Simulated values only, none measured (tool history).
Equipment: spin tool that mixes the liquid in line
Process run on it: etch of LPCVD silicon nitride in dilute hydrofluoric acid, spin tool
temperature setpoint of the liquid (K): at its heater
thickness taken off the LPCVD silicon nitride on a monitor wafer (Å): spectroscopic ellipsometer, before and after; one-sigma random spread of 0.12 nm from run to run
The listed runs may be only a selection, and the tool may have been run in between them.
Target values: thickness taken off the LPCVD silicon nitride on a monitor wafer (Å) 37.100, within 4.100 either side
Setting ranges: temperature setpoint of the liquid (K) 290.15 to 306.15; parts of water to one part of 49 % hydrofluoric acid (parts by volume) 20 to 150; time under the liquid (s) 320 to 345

| run | day | temperature setpoint of the liquid (K) | parts of water to one part of 49 % hydrofluoric acid (parts by volume) | time under the liquid (s) | thickness taken off the LPCVD silicon nitride on a monitor wafer (Å) |
|---|---|---|---|---|---|
| 1 | 0.000 | 298.15 | 85 | 320 | 20.871 |
| 2 | 0.221 | 298.15 | 100 | 320 | 18.046 |
| 3 | 0.508 | 299.15 | 95 | 325 | 18.958 |
| 4 | 0.583 | 299.15 | 85 | 330 | 22.193 |
| 5 | 0.625 | 296.65 | 85 | 330 | 19.394 |
| 6 | 0.767 | 296.65 | 85 | 320 | 18.655 |
| 7 | 0.854 | 297.65 | 80 | 325 | 22.700 |
| 8 | 0.958 | 298.15 | 75 | 325 | 24.189 |
| 9 | 1.133 | 298.65 | 70 | 325 | 25.688 |
| 10 | 1.379 | 299.15 | 65 | 325 | 29.044 |

Exercise: of the 5 proposed moves below, exactly one satisfies all targets within the stated allowed misses. Which move is it?
| A | 1.625 | 297.15 | 80 | 335 | ? |
| B | 1.625 | 303.65 | 70 | 320 | ? |
| C | 1.625 | 296.65 | 65 | 330 | ? |
| D | 1.625 | 298.15 | 75 | 325 | ? |
| E | 1.625 | 300.15 | 90 | 320 | ? |

| move | thickness taken off the LPCVD silicon nitride on a monitor wafer (Å) |
|---|---|
| A | 22.718 |
| B | 37.799 |
| C | 26.547 |
| D | 25.099 |
| E | 23.511 |
A: its largest miss is bigger than the last run's
B: every result within its allowed miss
C: its largest miss is bigger than the last run's
D: its largest miss is bigger than the last run's
E: its largest miss is bigger than the last run's
Go with B: it meets all targets.
